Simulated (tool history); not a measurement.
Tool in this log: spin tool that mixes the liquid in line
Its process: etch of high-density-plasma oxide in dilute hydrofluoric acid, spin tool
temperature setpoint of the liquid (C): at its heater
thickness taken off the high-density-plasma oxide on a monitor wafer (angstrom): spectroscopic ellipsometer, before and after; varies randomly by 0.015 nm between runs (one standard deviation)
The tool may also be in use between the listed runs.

| run | day | temperature setpoint of the liquid (C) | parts of water to one part of 49 % hydrofluoric acid (parts by volume) | time under the liquid (s) | thickness taken off the high-density-plasma oxide on a monitor wafer (angstrom) |
|---|---|---|---|---|---|
| 1 | 0 | 21 | 110 | 90 | 70.594 |
| 2 | 0.225 | 21 | 110 | 70 | 54.669 |
| 3 | 0.496 | 20 | 110 | 70 | 52.233 |
| 4 | 0.775 | 23.5 | 110 | 70 | 60.129 |
| 5 | 0.904 | 21.5 | 115 | 70 | 53.086 |
| 6 | 1.025 | 24.5 | 115 | 70 | 59.435 |
| 7 | 1.054 | 22.5 | 115 | 70 | 54.836 |
| 8 | 1.312 | 21 | 115 | 70 | 51.859 |
| 9 | 1.588 | 20 | 115 | 70 | 50.177 |

What will run 10 give?
| 10 | 1.671 | 19 | 115 | 70 | ? |

{"run 10": {"thickness taken off the high-density-plasma oxide on a monitor wafer (angstrom)": 48.208}}
